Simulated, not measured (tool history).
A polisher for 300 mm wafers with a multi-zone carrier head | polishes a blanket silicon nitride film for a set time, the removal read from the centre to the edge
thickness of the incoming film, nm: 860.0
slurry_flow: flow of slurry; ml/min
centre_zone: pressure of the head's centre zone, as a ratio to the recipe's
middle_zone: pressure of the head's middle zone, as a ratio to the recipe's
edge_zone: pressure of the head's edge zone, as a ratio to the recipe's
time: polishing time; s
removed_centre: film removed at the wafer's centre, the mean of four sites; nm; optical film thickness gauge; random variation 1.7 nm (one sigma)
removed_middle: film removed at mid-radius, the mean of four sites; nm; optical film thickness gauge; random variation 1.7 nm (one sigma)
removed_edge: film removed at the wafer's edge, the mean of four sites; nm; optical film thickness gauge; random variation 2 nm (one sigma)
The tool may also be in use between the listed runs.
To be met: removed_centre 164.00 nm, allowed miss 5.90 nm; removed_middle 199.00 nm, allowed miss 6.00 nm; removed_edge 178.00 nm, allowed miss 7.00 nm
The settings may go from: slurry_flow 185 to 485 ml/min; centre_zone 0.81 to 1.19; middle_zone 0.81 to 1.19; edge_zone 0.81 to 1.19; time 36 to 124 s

Run 1, day 0.000: slurry_flow 310 ml/min, centre_zone 1.00, middle_zone 1.00, edge_zone 1.00, time 79 s. Result: removed_centre 150.32 nm, removed_middle 147.20 nm, removed_edge 148.01 nm.
Run 2, day 0.296: slurry_flow 315 ml/min, centre_zone 1.00, middle_zone 1.02, edge_zone 1.01, time 80 s. Result: removed_centre 156.12 nm, removed_middle 153.71 nm, removed_edge 149.27 nm.
Run 3, day 0.492: slurry_flow 315 ml/min, centre_zone 1.00, middle_zone 0.97, edge_zone 1.01, time 80 s. Result: removed_centre 156.43 nm, removed_middle 145.95 nm, removed_edge 151.30 nm.
Run 4, day 0.671: slurry_flow 315 ml/min, centre_zone 0.99, middle_zone 0.99, edge_zone 1.02, time 81 s. Result: removed_centre 159.50 nm, removed_middle 151.65 nm, removed_edge 155.15 nm.
Run 5, day 1.000: slurry_flow 320 ml/min, centre_zone 0.98, middle_zone 1.01, edge_zone 1.03, time 81 s. Result: removed_centre 150.25 nm, removed_middle 156.17 nm, removed_edge 154.64 nm.
Run 6, day 1.312: slurry_flow 325 ml/min, centre_zone 0.98, middle_zone 1.02, edge_zone 1.04, time 82 s. Result: removed_centre 157.42 nm, removed_middle 159.60 nm, removed_edge 158.04 nm.
Run 7, day 1.642: slurry_flow 330 ml/min, centre_zone 0.98, middle_zone 1.03, edge_zone 1.05, time 82 s. Result: removed_centre 158.53 nm, removed_middle 161.18 nm, removed_edge 161.29 nm.
Run 8, day 1.971: slurry_flow 335 ml/min, centre_zone 0.98, middle_zone 1.05, edge_zone 1.06, time 82 s. Result: removed_centre 153.18 nm, removed_middle 161.56 nm, removed_edge 160.75 nm.
Run 9, day 2.325: slurry_flow 335 ml/min, centre_zone 0.98, middle_zone 1.06, edge_zone 1.06, time 83 s. Result: removed_centre 155.93 nm, removed_middle 163.90 nm, removed_edge 160.63 nm.
Run 10, day 2.508: slurry_flow 335 ml/min, centre_zone 0.98, middle_zone 1.07, edge_zone 1.06, time 84 s. Result: removed_centre 162.17 nm, removed_middle 170.23 nm, removed_edge 160.63 nm.
Run 11, day 2.729: slurry_flow 335 ml/min, centre_zone 0.98, middle_zone 1.07, edge_zone 1.06, time 84 s. Result: removed_centre 159.54 nm, removed_middle 171.51 nm, removed_edge 166.29 nm.
Run 12, day 2.862: slurry_flow 335 ml/min, centre_zone 0.98, middle_zone 1.08, edge_zone 1.06, time 84 s. Result: removed_centre 163.90 nm, removed_middle 170.48 nm, removed_edge 165.23 nm.
Run 13, day 3.188: slurry_flow 340 ml/min, centre_zone 0.97, middle_zone 1.09, edge_zone 1.06, time 84 s. Result: removed_centre 157.42 nm, removed_middle 171.94 nm, removed_edge 160.80 nm.
Run 14, day 3.438: slurry_flow 340 ml/min, centre_zone 0.97, middle_zone 1.10, edge_zone 1.07, time 85 s. Result: removed_centre 162.55 nm, removed_middle 178.82 nm, removed_edge 167.54 nm.
Run 15, day 3.783: slurry_flow 340 ml/min, centre_zone 0.97, middle_zone 1.11, edge_zone 1.08, time 85 s. Result: removed_centre 161.84 nm, removed_middle 177.43 nm, removed_edge 168.27 nm.

Which of these 5 next moves meets every target?
Run A, day 4.129: slurry_flow 390 ml/min, centre_zone 0.90, middle_zone 0.91, edge_zone 1.19, time 85 s. Result: removed_centre ?, removed_middle ?, removed_edge ?.
Run B, day 4.129: slurry_flow 435 ml/min, centre_zone 0.92, middle_zone 1.17, edge_zone 1.06, time 90 s. Result: removed_centre ?, removed_middle ?, removed_edge ?.
Run C, day 4.129: slurry_flow 385 ml/min, centre_zone 1.03, middle_zone 0.93, edge_zone 1.16, time 81 s. Result: removed_centre ?, removed_middle ?, removed_edge ?.
Run D, day 4.129: slurry_flow 325 ml/min, centre_zone 0.97, middle_zone 1.14, edge_zone 1.04, time 94 s. Result: removed_centre ?, removed_middle ?, removed_edge ?.
Run E, day 4.129: slurry_flow 375 ml/min, centre_zone 1.07, middle_zone 1.19, edge_zone 0.97, time 85 s. Result: removed_centre ?, removed_middle ?, removed_edge ?.

move  removed_centre  removed_middle  removed_edge
   A          153.69          150.35        174.96
   B          168.17          197.18        175.13
   C          167.63          145.55        164.34
   D          180.36          196.65        177.91
   E          182.67          186.64        156.99
A: further off than the last run
B: meets every target
C: further off than the last run
D: brings the result that was furthest off to its target, and leaves another outside
E: nearer than the last run, and not there yet
Move B is the one to make.

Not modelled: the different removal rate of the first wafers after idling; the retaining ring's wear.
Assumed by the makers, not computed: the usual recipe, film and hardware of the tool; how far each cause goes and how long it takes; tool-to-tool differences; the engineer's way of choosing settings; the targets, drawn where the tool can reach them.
